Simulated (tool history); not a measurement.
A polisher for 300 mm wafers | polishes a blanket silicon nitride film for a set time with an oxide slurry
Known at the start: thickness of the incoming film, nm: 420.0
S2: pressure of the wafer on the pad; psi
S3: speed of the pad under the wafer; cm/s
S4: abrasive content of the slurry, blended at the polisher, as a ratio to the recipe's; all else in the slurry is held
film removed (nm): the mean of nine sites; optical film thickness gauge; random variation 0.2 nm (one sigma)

{"run": 1, "day": 0.0, "flow of slurry (ml/min)": 250, "S2": 4.2, "S3": 86, "S4": 1, "polishing time (s)": 44, "film removed (nm)": 31.555}
{"run": 2, "day": 0.042, "flow of slurry (ml/min)": 220, "S2": 4.2, "S3": 86, "S4": 1, "polishing time (s)": 44, "film removed (nm)": 30.947}
{"run": 3, "day": 0.362, "flow of slurry (ml/min)": 220, "S2": 4.2, "S3": 100, "S4": 1, "polishing time (s)": 44, "film removed (nm)": 35.081}
{"run": 4, "day": 0.567, "flow of slurry (ml/min)": 220, "S2": 4, "S3": 100, "S4": 1, "polishing time (s)": 44, "film removed (nm)": 33.866}
{"run": 5, "day": 0.612, "flow of slurry (ml/min)": 220, "S2": 4, "S3": 100, "S4": 1, "polishing time (s)": 44, "film removed (nm)": 33.393}
{"run": 6, "day": 0.975, "flow of slurry (ml/min)": 220, "S2": 4.7, "S3": 100, "S4": 1, "polishing time (s)": 44, "film removed (nm)": 39.461}
{"run": 7, "day": 1.204, "flow of slurry (ml/min)": 220, "S2": 4.4, "S3": 100, "S4": 1, "polishing time (s)": 44, "film removed (nm)": 37.168}
{"run": 8, "day": 1.367, "flow of slurry (ml/min)": 220, "S2": 4.2, "S3": 100, "S4": 1, "polishing time (s)": 44, "film removed (nm)": 35.107}
{"run": 9, "day": 1.546, "flow of slurry (ml/min)": 220, "S2": 4, "S3": 100, "S4": 1, "polishing time (s)": 44, "film removed (nm)": 33.538}
{"run": 10, "day": 1.896, "flow of slurry (ml/min)": 220, "S2": 3.8, "S3": 100, "S4": 1, "polishing time (s)": 44, "film removed (nm)": 32.398}

The next listed run, before its measurement:
{"run": 11, "day": 2.017, "flow of slurry (ml/min)": 220, "S2": 3.6, "S3": 100, "S4": 1, "polishing time (s)": 44, "film removed (nm)": "?"}

film removed (nm): 29.893
